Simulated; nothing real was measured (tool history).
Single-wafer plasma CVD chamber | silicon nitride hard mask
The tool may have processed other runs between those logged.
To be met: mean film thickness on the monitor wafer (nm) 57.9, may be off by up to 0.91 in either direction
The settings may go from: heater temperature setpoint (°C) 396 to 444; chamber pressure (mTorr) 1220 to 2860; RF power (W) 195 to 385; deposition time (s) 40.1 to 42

run  hour  heater temperature setpoint (°C)  chamber pressure (mTorr)  RF power (W)  deposition time (s)  mean film thickness on the monitor wafer (nm)
  1     0                               420                      2040           290                   42                                          46.95
  2   3.3                               420                      2130           295                   42                                         48.618
  3   4.2                               420                      2130           295                   42                                         48.307
  4   8.2                               416                      2130           295                   42                                         47.934
  5  14.8                               426                      2130           295                   42                                         47.854
  6  22.7                               426                      2220           300                   42                                         48.993
  7  29.4                               426                      2290           305                   42                                          50.49
  8  38.3                               426                      2350           310                   42                                         51.677
  9  39.3                               426                      2410           310                   42                                         51.809
 10  41.3                               426                      2460           315                   42                                         52.905
 11    48                               426                      2500           315                   42                                         53.039
 12  50.2                               426                      2540           315                   42                                         53.497
 13  54.6                               426                      2580           315                   42                                         53.255
 14  62.9                               426                      2610           320                   42                                          54.64

Consider the 4 candidate settings below. Which is the only one whose results all fall within their allowed miss of target?
  A  71.2                               427                      2430           310                 40.8                                              ?
  B  71.2                               430                      2850           305                 41.4                                              ?
  C  71.2                               417                      2680           345                 41.3                                              ?
  D  71.2                               425                      2560           325                 41.1                                              ?

move  mean film thickness on the monitor wafer (nm)
   A                                         50.964
   B                                         52.747
   C                                          57.95
   D                                         54.154
A: moves away from the targets compared with the last run
B: moves away from the targets compared with the last run
C: every result within its allowed miss
D: moves away from the targets compared with the last run
C is the move that brings every result within its allowed miss.
